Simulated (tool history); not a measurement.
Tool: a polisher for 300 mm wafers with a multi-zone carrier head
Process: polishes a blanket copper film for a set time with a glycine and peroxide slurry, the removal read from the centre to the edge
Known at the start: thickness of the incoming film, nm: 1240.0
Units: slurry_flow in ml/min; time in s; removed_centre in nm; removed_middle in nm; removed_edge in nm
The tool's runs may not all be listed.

{"run": 1, "hour": 0.0, "slurry_flow": 285, "centre_zone": 1.0, "middle_zone": 1.0, "edge_zone": 1.0, "time": 56, "removed_centre": 343.81, "removed_middle": 348.97, "removed_edge": 344.72}
{"run": 2, "hour": 6.9, "slurry_flow": 285, "centre_zone": 1.0, "middle_zone": 1.0, "edge_zone": 1.0, "time": 67, "removed_centre": 411.0, "removed_middle": 412.23, "removed_edge": 421.4}
{"run": 3, "hour": 11.9, "slurry_flow": 285, "centre_zone": 1.06, "middle_zone": 1.0, "edge_zone": 1.0, "time": 67, "removed_centre": 438.47, "removed_middle": 419.71, "removed_edge": 419.99}
{"run": 4, "hour": 17.3, "slurry_flow": 285, "centre_zone": 1.06, "middle_zone": 1.0, "edge_zone": 1.0, "time": 55, "removed_centre": 356.82, "removed_middle": 335.43, "removed_edge": 347.81}
{"run": 5, "hour": 19.4, "slurry_flow": 350, "centre_zone": 1.06, "middle_zone": 1.0, "edge_zone": 1.0, "time": 55, "removed_centre": 375.64, "removed_middle": 343.72, "removed_edge": 350.04}
{"run": 6, "hour": 22.6, "slurry_flow": 350, "centre_zone": 1.06, "middle_zone": 0.91, "edge_zone": 1.0, "time": 55, "removed_centre": 375.55, "removed_middle": 322.88, "removed_edge": 351.85}

The next listed run, before its measurement:
{"run": 7, "hour": 29.2, "slurry_flow": 345, "centre_zone": 1.03, "middle_zone": 0.95, "edge_zone": 1.0, "time": 55, "removed_centre": "?", "removed_middle": "?", "removed_edge": "?"}

removed_centre: 354.65 nm
removed_middle: 332.22 nm
removed_edge: 346.63 nm
